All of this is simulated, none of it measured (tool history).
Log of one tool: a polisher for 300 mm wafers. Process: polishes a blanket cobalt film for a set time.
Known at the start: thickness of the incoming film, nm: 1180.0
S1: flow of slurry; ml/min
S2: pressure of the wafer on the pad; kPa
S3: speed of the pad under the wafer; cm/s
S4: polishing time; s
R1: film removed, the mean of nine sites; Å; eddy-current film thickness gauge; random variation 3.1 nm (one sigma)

Run 1, hour 0.0: S1 240 ml/min, S2 12.4 kPa, S3 80 cm/s, S4 42 s. Result: R1 1398.5 Å.
Run 2, hour 2.6: S1 240 ml/min, S2 14.5 kPa, S3 80 cm/s, S4 42 s. Result: R1 1620.8 Å.
Run 3, hour 11.6: S1 240 ml/min, S2 15.9 kPa, S3 80 cm/s, S4 42 s. Result: R1 1770.1 Å.
Run 4, hour 15.7: S1 240 ml/min, S2 16.5 kPa, S3 82 cm/s, S4 42 s. Result: R1 1876.2 Å.
Run 5, hour 21.1: S1 240 ml/min, S2 14.5 kPa, S3 82 cm/s, S4 42 s. Result: R1 1681.7 Å.
Run 6, hour 27.5: S1 240 ml/min, S2 14.5 kPa, S3 82 cm/s, S4 38 s. Result: R1 1553.3 Å.
Run 7, hour 32.8: S1 240 ml/min, S2 14.5 kPa, S3 82 cm/s, S4 38 s. Result: R1 1502.4 Å.
Run 8, hour 38.9: S1 240 ml/min, S2 15.2 kPa, S3 84 cm/s, S4 38 s. Result: R1 1639.2 Å.
Run 9, hour 42.0: S1 240 ml/min, S2 15.2 kPa, S3 84 cm/s, S4 38 s. Result: R1 1623.6 Å.
Run 10, hour 44.0: S1 240 ml/min, S2 15.9 kPa, S3 86 cm/s, S4 38 s. Result: R1 1740.0 Å.

The next listed run, before its measurement:
Run 11, hour 45.2: S1 240 ml/min, S2 16.5 kPa, S3 88 cm/s, S4 38 s. Result: R1 ?.

Run 11 gave R1 1835.4 Å.
